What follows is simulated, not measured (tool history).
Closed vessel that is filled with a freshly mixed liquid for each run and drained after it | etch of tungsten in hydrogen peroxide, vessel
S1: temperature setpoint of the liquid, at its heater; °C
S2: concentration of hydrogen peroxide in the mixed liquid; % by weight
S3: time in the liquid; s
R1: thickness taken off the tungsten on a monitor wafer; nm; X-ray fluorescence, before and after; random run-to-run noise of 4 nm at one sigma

{"run": 1, "hour": 0.0, "S1": 57.0, "S2": 21.5, "S3": 95, "R1": 355.84}
{"run": 2, "hour": 4.2, "S1": 59.0, "S2": 22.5, "S3": 95, "R1": 405.59}
{"run": 3, "hour": 10.7, "S1": 60.5, "S2": 23.5, "S3": 95, "R1": 456.73}
{"run": 4, "hour": 14.9, "S1": 56.5, "S2": 23.5, "S3": 95, "R1": 358.86}
{"run": 5, "hour": 17.4, "S1": 56.5, "S2": 21.5, "S3": 95, "R1": 348.33}
{"run": 6, "hour": 21.6, "S1": 58.5, "S2": 23.0, "S3": 95, "R1": 401.69}
{"run": 7, "hour": 26.2, "S1": 60.0, "S2": 24.0, "S3": 95, "R1": 448.72}
{"run": 8, "hour": 33.0, "S1": 61.5, "S2": 24.5, "S3": 95, "R1": 491.91}

The next listed run, before its measurement:
{"run": 9, "hour": 39.4, "S1": 61.5, "S2": 24.5, "S3": 95, "R1": "?"}

Logged for run 9: R1 489.39 nm.
